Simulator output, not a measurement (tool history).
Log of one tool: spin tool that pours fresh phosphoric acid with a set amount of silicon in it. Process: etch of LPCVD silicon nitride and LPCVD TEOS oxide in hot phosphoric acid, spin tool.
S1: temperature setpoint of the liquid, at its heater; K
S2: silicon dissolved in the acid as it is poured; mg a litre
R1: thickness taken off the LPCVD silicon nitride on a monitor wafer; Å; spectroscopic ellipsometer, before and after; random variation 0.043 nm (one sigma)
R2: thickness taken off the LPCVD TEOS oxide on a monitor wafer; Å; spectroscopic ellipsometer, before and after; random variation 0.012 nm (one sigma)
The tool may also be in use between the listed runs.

Run 1, day 0.000: S1 434.15 K, S2 9.0 mg a litre, time under the liquid (s) 140. Result: R1 141.960 Å, R2 3.28140 Å.
Run 2, day 0.188: S1 434.15 K, S2 7.0 mg a litre, time under the liquid (s) 140. Result: R1 139.470 Å, R2 3.39030 Å.
Run 3, day 0.242: S1 432.15 K, S2 7.0 mg a litre, time under the liquid (s) 140. Result: R1 133.140 Å, R2 2.68160 Å.
Run 4, day 0.596: S1 432.15 K, S2 7.0 mg a litre, time under the liquid (s) 110. Result: R1 105.790 Å, R2 2.44750 Å.
Run 5, day 0.938: S1 431.15 K, S2 7.0 mg a litre, time under the liquid (s) 110. Result: R1 99.474 Å, R2 2.64910 Å.
Run 6, day 1.292: S1 431.15 K, S2 10.5 mg a litre, time under the liquid (s) 110. Result: R1 101.700 Å, R2 1.81050 Å.
Run 7, day 1.521: S1 431.15 K, S2 10.5 mg a litre, time under the liquid (s) 100. Result: R1 91.484 Å, R2 1.62590 Å.
Run 8, day 1.621: S1 431.15 K, S2 10.0 mg a litre, time under the liquid (s) 90. Result: R1 82.559 Å, R2 2.07230 Å.
Run 9, day 1.846: S1 429.65 K, S2 15.5 mg a litre, time under the liquid (s) 40. Result: R1 34.772 Å, R2 0.63590 Å.
Run 10, day 2.021: S1 430.65 K, S2 15.5 mg a litre, time under the liquid (s) 40. Result: R1 35.908 Å, R2 0.61194 Å.
Run 11, day 2.221: S1 431.15 K, S2 14.0 mg a litre, time under the liquid (s) 40. Result: R1 37.036 Å, R2 0.73293 Å.
Run 12, day 2.546: S1 433.65 K, S2 19.5 mg a litre, time under the liquid (s) 80. Result: R1 79.714 Å, R2 1.44280 Å.
Run 13, day 2.646: S1 433.15 K, S2 18.0 mg a litre, time under the liquid (s) 80. Result: R1 78.464 Å, R2 1.35190 Å.
At day 2.862: thermometer replaced.
Run 14, day 2.862: S1 432.65 K, S2 16.5 mg a litre, time under the liquid (s) 80. Result: R1 74.273 Å, R2 1.45460 Å.

Run 15 comes next. What will it give?
Run 15, day 3.158: S1 432.15 K, S2 15.0 mg a litre, time under the liquid (s) 80. Result: R1 ?, R2 ?.

Run 15 gave R1 71.872 Å, R2 1.38090 Å.

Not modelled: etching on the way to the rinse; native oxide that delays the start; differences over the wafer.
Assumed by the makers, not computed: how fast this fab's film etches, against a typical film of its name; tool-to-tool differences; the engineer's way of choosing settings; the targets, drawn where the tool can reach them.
